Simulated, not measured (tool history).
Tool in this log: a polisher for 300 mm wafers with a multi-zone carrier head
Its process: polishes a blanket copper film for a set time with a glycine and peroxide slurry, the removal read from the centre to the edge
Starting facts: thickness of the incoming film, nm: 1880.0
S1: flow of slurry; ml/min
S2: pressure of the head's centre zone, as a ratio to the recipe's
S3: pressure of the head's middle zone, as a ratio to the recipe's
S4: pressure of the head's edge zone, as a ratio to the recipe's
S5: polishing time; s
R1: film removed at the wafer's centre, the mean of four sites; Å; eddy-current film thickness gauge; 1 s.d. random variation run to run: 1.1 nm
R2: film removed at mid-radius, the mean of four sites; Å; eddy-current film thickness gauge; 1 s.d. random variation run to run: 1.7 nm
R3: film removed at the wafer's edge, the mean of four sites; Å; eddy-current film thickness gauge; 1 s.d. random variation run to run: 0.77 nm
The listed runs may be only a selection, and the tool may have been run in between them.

{"run": 1, "hour": 0.0, "S1": 155, "S2": 1.0, "S3": 1.0, "S4": 1.0, "S5": 48, "R1": 1848.2, "R2": 1923.0, "R3": 1919.4}
{"run": 2, "hour": 8.4, "S1": 155, "S2": 1.0, "S3": 1.07, "S4": 1.0, "S5": 48, "R1": 1847.0, "R2": 2001.3, "R3": 1925.8}
{"run": 3, "hour": 9.9, "S1": 180, "S2": 1.0, "S3": 1.07, "S4": 1.0, "S5": 48, "R1": 1862.9, "R2": 2091.5, "R3": 1925.0}
{"run": 4, "hour": 12.2, "S1": 180, "S2": 0.94, "S3": 1.07, "S4": 1.0, "S5": 48, "R1": 1756.8, "R2": 2072.8, "R3": 1955.7}
{"run": 5, "hour": 20.4, "S1": 185, "S2": 0.92, "S3": 1.09, "S4": 0.97, "S5": 44, "R1": 1609.8, "R2": 1987.8, "R3": 1763.5}
{"run": 6, "hour": 23.9, "S1": 180, "S2": 0.9, "S3": 1.1, "S4": 0.96, "S5": 41, "R1": 1448.5, "R2": 1822.8, "R3": 1647.9}
{"run": 7, "hour": 24.7, "S1": 190, "S2": 0.82, "S3": 1.19, "S4": 0.86, "S5": 27, "R1": 864.12, "R2": 1296.7, "R3": 1022.9}

Estimate the outcome of run 8 from the log above:
{"run": 8, "hour": 32.4, "S1": 195, "S2": 0.83, "S3": 1.19, "S4": 0.88, "S5": 27, "R1": "?", "R2": "?", "R3": "?"}

{"run 8": {"R1": 895.27, "R2": 1313.4, "R3": 1033.4}}
